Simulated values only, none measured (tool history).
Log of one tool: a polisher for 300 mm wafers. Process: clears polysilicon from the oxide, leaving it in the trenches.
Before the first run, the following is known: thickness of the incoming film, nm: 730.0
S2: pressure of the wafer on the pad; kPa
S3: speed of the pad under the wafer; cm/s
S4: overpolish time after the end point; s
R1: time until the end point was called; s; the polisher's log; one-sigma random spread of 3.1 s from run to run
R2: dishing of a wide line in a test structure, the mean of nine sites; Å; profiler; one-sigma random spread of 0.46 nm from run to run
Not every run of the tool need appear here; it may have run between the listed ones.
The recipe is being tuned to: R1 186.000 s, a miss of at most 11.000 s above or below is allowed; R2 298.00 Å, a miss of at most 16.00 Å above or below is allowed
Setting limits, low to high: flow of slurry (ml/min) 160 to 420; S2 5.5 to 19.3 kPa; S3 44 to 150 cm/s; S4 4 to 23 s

Run 1, hour 0.0: flow of slurry (ml/min) 270, S2 12.4 kPa, S3 96 cm/s, S4 12 s. Result: R1 94.573 s, R2 465.31 Å.
Run 2, hour 8.4: flow of slurry (ml/min) 270, S2 12.4 kPa, S3 104 cm/s, S4 12 s. Result: R1 90.795 s, R2 483.01 Å.
Run 3, hour 10.7: flow of slurry (ml/min) 265, S2 10.3 kPa, S3 94 cm/s, S4 10 s. Result: R1 116.170 s, R2 397.83 Å.
Run 4, hour 19.2: flow of slurry (ml/min) 265, S2 9.0 kPa, S3 90 cm/s, S4 9 s. Result: R1 138.490 s, R2 340.45 Å.
Run 5, hour 24.6: flow of slurry (ml/min) 265, S2 9.0 kPa, S3 90 cm/s, S4 5 s. Result: R1 138.860 s, R2 222.73 Å.
Run 6, hour 27.8: flow of slurry (ml/min) 265, S2 6.2 kPa, S3 90 cm/s, S4 5 s. Result: R1 197.550 s, R2 168.81 Å.
Run 7, hour 36.4: flow of slurry (ml/min) 260, S2 6.9 kPa, S3 82 cm/s, S4 6 s. Result: R1 198.130 s, R2 199.18 Å.
Run 8, hour 38.9: flow of slurry (ml/min) 260, S2 7.6 kPa, S3 78 cm/s, S4 7 s. Result: R1 187.940 s, R2 223.64 Å.
Run 9, hour 44.2: flow of slurry (ml/min) 255, S2 9.0 kPa, S3 64 cm/s, S4 13 s. Result: R1 188.890 s, R2 349.14 Å.
Run 10, hour 45.6: flow of slurry (ml/min) 255, S2 9.0 kPa, S3 64 cm/s, S4 12 s. Result: R1 195.730 s, R2 326.50 Å.

Pick the move, out of 5, that brings all results within their allowed miss; only one does.
Run A, hour 47.0: flow of slurry (ml/min) 245, S2 9.0 kPa, S3 82 cm/s, S4 8 s. Result: R1 ?, R2 ?.
Run B, hour 47.0: flow of slurry (ml/min) 245, S2 10.3 kPa, S3 58 cm/s, S4 15 s. Result: R1 ?, R2 ?.
Run C, hour 47.0: flow of slurry (ml/min) 270, S2 9.7 kPa, S3 62 cm/s, S4 10 s. Result: R1 ?, R2 ?.
Run D, hour 47.0: flow of slurry (ml/min) 255, S2 10.3 kPa, S3 58 cm/s, S4 8 s. Result: R1 ?, R2 ?.
Run E, hour 47.0: flow of slurry (ml/min) 210, S2 9.7 kPa, S3 58 cm/s, S4 16 s. Result: R1 ?, R2 ?.

move       R1      R2
   A  152.560  299.60
   B  185.280  392.35
   C  184.140  306.83
   D  184.570  261.64
   E  201.140  388.54
A: the furthest-off result lands on target, but another misses its tolerance
B: its largest miss is bigger than the last run's
C: every result lands within tolerance
D: pushes the last run's worst result past its target
E: its largest miss is bigger than the last run's
Move C is the one to make.

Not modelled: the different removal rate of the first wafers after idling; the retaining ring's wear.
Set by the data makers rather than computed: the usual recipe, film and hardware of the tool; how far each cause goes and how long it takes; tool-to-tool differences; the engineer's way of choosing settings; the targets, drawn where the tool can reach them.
